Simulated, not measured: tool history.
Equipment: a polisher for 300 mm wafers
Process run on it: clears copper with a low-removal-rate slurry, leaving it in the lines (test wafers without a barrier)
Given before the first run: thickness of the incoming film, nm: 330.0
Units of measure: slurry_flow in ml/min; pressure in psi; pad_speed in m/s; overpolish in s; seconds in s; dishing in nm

run    day  slurry_flow  pressure  pad_speed  slurry_solids  overpolish  seconds  dishing
  1  0.000          275       2.2       0.96           1.00          10   135.64   15.884
  2  0.229          275       1.9       0.94           1.00          10   153.90   14.354
  3  0.512          275       1.9       0.94           0.85          10   161.77   14.331
  4  0.675          275       1.7       0.92           0.85          10   181.50   13.206
  5  0.800          275       1.6       0.92           0.85          10   192.75   12.533
  6  0.921          275       1.5       0.92           0.85          10   194.70   12.293
  7  0.988          275       1.4       0.92           0.85          10   205.21   11.377

What does the tool deliver on the next run?
  8  1.092          275       1.3       0.92           0.85          10        ?        ?

seconds: 221.26 s
dishing: 11.359 nm

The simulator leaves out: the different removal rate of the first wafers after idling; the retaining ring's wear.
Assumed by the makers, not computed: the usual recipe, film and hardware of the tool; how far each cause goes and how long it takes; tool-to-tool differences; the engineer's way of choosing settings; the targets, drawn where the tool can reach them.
